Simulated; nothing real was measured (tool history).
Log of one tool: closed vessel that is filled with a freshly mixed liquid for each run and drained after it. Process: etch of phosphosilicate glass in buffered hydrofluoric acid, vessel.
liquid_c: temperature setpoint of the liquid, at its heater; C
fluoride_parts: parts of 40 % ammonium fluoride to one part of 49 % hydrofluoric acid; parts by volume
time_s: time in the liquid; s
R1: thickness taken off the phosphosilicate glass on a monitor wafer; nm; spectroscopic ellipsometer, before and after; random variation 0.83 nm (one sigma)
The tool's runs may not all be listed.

{"run": 1, "hour": 0.0, "liquid_c": 22.0, "fluoride_parts": 23.0, "time_s": 90, "R1": 231.65}
{"run": 2, "hour": 9.1, "liquid_c": 22.0, "fluoride_parts": 25.5, "time_s": 90, "R1": 214.65}
{"run": 3, "hour": 13.7, "liquid_c": 20.0, "fluoride_parts": 25.5, "time_s": 90, "R1": 190.59}
{"run": 4, "hour": 14.8, "liquid_c": 18.0, "fluoride_parts": 25.5, "time_s": 90, "R1": 170.12}
{"run": 5, "hour": 18.3, "liquid_c": 18.0, "fluoride_parts": 25.5, "time_s": 95, "R1": 180.86}
{"run": 6, "hour": 19.7, "liquid_c": 18.0, "fluoride_parts": 30.0, "time_s": 95, "R1": 158.76}
{"run": 7, "hour": 20.6, "liquid_c": 17.5, "fluoride_parts": 30.0, "time_s": 95, "R1": 156.31}

Run 8 comes next. What will it give?
{"run": 8, "hour": 25.8, "liquid_c": 17.0, "fluoride_parts": 30.0, "time_s": 95, "R1": "?"}

Run 8 gave R1 152.30 nm.

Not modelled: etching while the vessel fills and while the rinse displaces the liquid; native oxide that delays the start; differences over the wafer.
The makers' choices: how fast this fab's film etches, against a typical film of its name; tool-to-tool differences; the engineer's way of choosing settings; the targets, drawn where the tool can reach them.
